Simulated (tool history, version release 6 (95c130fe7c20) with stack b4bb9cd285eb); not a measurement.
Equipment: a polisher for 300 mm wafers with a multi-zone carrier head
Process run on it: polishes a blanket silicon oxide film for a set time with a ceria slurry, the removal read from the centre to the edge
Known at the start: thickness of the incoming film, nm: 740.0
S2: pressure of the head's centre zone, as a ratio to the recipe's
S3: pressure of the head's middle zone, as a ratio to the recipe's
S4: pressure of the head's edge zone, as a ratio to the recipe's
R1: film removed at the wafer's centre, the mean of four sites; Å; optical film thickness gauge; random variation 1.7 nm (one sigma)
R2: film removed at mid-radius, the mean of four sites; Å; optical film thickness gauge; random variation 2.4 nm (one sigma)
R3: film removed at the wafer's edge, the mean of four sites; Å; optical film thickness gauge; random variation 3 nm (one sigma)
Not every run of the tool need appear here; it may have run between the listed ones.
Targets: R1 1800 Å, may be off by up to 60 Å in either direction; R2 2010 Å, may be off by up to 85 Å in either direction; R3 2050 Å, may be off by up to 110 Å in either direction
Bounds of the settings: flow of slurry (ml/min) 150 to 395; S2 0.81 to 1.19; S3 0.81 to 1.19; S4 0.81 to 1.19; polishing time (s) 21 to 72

run 1 hour=0 | flow_of_slurry_(ml/min)=250 S2=1 S3=1 S4=1 polishing_time_(s)=46 | R1=2776.5 R2=2695.6 R3=2874.4
run 2 hour=5.2 | flow_of_slurry_(ml/min)=250 S2=0.91 S3=1 S4=1 polishing_time_(s)=46 | R1=2569.1 R2=2677.3 R3=2844.3
run 3 hour=5.7 | flow_of_slurry_(ml/min)=250 S2=0.91 S3=0.96 S4=1 polishing_time_(s)=46 | R1=2544.8 R2=2591.8 R3=2845.6
run 4 hour=10.4 | flow_of_slurry_(ml/min)=250 S2=0.91 S3=0.96 S4=1 polishing_time_(s)=54 | R1=3046.1 R2=3124.4 R3=3282.4
run 5 hour=12.4 | flow_of_slurry_(ml/min)=250 S2=0.91 S3=0.9 S4=1 polishing_time_(s)=54 | R1=3012.4 R2=2914.6 R3=3258.3
run 6 hour=16.4 | flow_of_slurry_(ml/min)=240 S2=0.88 S3=0.92 S4=0.95 polishing_time_(s)=48 | R1=2586.4 R2=2644.3 R3=2853.6
run 7 hour=22.9 | flow_of_slurry_(ml/min)=235 S2=0.86 S3=0.93 S4=0.91 polishing_time_(s)=44 | R1=2321.7 R2=2403.2 R3=2556.6
run 8 hour=25.7 | flow_of_slurry_(ml/min)=225 S2=0.84 S3=0.94 S4=0.89 polishing_time_(s)=41 | R1=2122.6 R2=2292.6 R3=2341.1
run 9 hour=31.2 | flow_of_slurry_(ml/min)=215 S2=0.83 S3=0.94 S4=0.89 polishing_time_(s)=39 | R1=1950 R2=2166.7 R3=2240.4
run 10 hour=32.5 | flow_of_slurry_(ml/min)=205 S2=0.82 S3=0.93 S4=0.87 polishing_time_(s)=39 | R1=1934.9 R2=2086.8 R3=2192.3
run 11 hour=37.1 | flow_of_slurry_(ml/min)=195 S2=0.82 S3=0.94 S4=0.86 polishing_time_(s)=38 | R1=1886.9 R2=2046.6 R3=2168.3

Which of these 4 next moves meets every target?
run A hour=41.7 | flow_of_slurry_(ml/min)=195 S2=0.83 S3=0.96 S4=0.87 polishing_time_(s)=36 | R1=? R2=? R3=?
run B hour=41.7 | flow_of_slurry_(ml/min)=235 S2=0.81 S3=0.96 S4=0.9 polishing_time_(s)=39 | R1=? R2=? R3=?
run C hour=41.7 | flow_of_slurry_(ml/min)=295 S2=0.84 S3=1.09 S4=0.81 polishing_time_(s)=31 | R1=? R2=? R3=?
run D hour=41.7 | flow_of_slurry_(ml/min)=285 S2=0.91 S3=0.95 S4=0.81 polishing_time_(s)=35 | R1=? R2=? R3=?

move=A R1=1811.2 R2=1973.9 R3=2077.3
move=B R1=1953.5 R2=2175.8 R3=2315.3
move=C R1=1644.4 R2=1963.3 R3=1778.3
move=D R1=1998.2 R2=1966.9 R3=2007.3
A: all results in spec
B: lands further from the targets than the last run did
C: the result that was furthest off in the last run now lies on the other side of its target
D: lands further from the targets than the last run did
A meets every target.
